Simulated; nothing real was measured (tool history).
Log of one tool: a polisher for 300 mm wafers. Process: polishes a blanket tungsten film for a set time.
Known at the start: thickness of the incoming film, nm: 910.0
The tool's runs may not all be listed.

run  hour  flow of slurry (ml/min)  pressure of the wafer on the pad (kPa)  speed of the pad under the wafer (m/s)  abrasive content of the slurry  polishing time (s)  film removed (angstrom)
  1   0.0                      260                                    31.7                                    1.18                             1.0                  30                   2050.7
  2   1.1                      260                                    31.7                                    0.94                             1.0                  30                   1768.0
  3   3.0                      260                                    31.7                                    0.94                             1.0                  30                   1827.5
  4  11.4                      260                                    31.7                                    0.94                             1.2                  30                   1859.4
  5  17.3                      260                                    29.0                                    0.92                             1.2                  30                   1617.5
  6  25.0                      260                                    27.6                                    0.92                             1.2                  30                   1583.5
  7  31.5                      260                                    20.0                                    0.90                             1.2                  30                   1158.0
  8  34.8                      260                                    20.7                                    0.90                             1.2                  30                   1178.8

Run 9 comes next. What will it give?
  9  42.6                      260                                    21.4                                    0.90                             1.2                  30                        ?

film removed (angstrom): 1244.6
